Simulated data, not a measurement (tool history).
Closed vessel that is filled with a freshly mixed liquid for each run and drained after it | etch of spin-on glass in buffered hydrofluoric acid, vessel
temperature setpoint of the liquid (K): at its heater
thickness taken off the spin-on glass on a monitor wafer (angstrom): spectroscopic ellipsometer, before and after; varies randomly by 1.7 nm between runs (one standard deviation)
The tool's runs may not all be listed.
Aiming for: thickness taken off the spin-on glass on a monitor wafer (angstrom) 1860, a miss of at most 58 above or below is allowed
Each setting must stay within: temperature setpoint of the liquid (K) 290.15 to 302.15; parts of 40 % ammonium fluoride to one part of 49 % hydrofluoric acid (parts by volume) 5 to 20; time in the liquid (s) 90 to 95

| run | hour | temperature setpoint of the liquid (K) | parts of 40 % ammonium fluoride to one part of 49 % hydrofluoric acid (parts by volume) | time in the liquid (s) | thickness taken off the spin-on glass on a monitor wafer (angstrom) |
|---|---|---|---|---|---|
| 1 | 0 | 294.15 | 12 | 90 | 2488.7 |
| 2 | 6.9 | 294.15 | 12 | 95 | 2611.5 |
| 3 | 8.4 | 293.15 | 12.5 | 95 | 2405.1 |
| 4 | 9.6 | 293.15 | 14.5 | 95 | 2053.5 |
| 5 | 13.9 | 292.65 | 14.5 | 95 | 1990 |
| 6 | 16 | 292.65 | 14.5 | 95 | 1999.5 |
| 7 | 21.1 | 292.65 | 14.5 | 95 | 1994.1 |
| 8 | 23.1 | 292.15 | 14.5 | 95 | 1959.7 |

4 next moves are on the table. One of them brings every result within its allowed miss. Which?
| A | 25.1 | 292.15 | 14 | 95 | ? |
| B | 25.1 | 293.15 | 13.5 | 90 | ? |
| C | 25.1 | 293.65 | 14.5 | 95 | ? |
| D | 25.1 | 292.15 | 15 | 95 | ? |

| move | thickness taken off the spin-on glass on a monitor wafer (angstrom) |
|---|---|
| A | 1991.4 |
| B | 2068.3 |
| C | 2092.9 |
| D | 1860.8 |
A: lands further from the targets than the last run did
B: lands further from the targets than the last run did
C: lands further from the targets than the last run did
D: each result inside its tolerance
The move that meets every target is D.
